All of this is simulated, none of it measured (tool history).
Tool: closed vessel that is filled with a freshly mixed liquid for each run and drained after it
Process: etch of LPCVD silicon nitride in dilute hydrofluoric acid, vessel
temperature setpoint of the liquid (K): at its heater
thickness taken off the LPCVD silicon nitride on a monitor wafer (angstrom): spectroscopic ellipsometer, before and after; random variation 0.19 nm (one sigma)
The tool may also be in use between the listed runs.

run,hour,temperature setpoint of the liquid (K),parts of water to one part of 49 % hydrofluoric acid (parts by volume),time in the liquid (s),thickness taken off the LPCVD silicon nitride on a monitor wafer (angstrom)
1,0,298.15,155,2960,98.76
2,8.4,295.65,155,2960,83.711
3,15.3,295.65,200,2960,65.125
4,22.7,296.65,185,2960,75.082
5,31.2,297.65,170,2960,86.918
6,38.8,298.65,155,2960,100.92

Run 7 comes next. What will it give?
7,43.6,302.65,90,2975,?

Run 7 gave thickness taken off the LPCVD silicon nitride on a monitor wafer (angstrom) 226.75.
